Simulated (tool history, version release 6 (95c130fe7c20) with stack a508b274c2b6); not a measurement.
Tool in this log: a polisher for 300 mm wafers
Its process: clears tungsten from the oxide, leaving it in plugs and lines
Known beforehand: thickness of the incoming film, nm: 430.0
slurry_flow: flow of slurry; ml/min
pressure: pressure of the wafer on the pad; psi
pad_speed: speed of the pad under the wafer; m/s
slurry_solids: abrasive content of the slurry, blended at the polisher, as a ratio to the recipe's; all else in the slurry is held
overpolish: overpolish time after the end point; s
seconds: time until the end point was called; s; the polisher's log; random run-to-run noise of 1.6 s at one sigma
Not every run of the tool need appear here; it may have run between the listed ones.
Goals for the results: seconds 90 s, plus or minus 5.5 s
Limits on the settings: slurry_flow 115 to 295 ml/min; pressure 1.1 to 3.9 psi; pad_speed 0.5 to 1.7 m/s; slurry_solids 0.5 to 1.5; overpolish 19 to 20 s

run  hour  slurry_flow  pressure  pad_speed  slurry_solids  overpolish  seconds
  1     0          190       2.5        1.1              1          19   202.17
  2   0.7          190       2.7       1.14              1          19   173.55
  3   8.9          190       3.1       1.14              1          19   156.94
  4  10.1          220       3.1       1.14              1          19   148.76
  5  13.1          220       3.2       1.18              1          19   140.61
  6  18.6          220       3.2       1.18            1.1          19   136.87
     21.3  -- slurry tank refilled with fresh slurry and peroxide
  7  21.3          225       3.9       1.36           1.15          19   78.789
  8  29.8          225       3.9       1.36           1.15          19    78.48
  9  37.9          225       3.7       1.36           1.15          19   81.185

Which of these 5 next moves meets every target?
  A    46          225       3.9       1.46            1.1          20        ?
  B    46          245       3.9        1.6              1          20        ?
  C    46          235       3.9       1.48            1.1          19        ?
  D    46          260       3.7       1.48           1.05          19        ?
  E    46          205       3.9       1.34            0.7          20        ?

move  seconds
   A   74.839
   B   69.584
   C   73.464
   D   77.306
   E   93.748
A: further off than the last run
B: further off than the last run
C: further off than the last run
D: further off than the last run
E: every result lands within tolerance
Move E is the one to make.
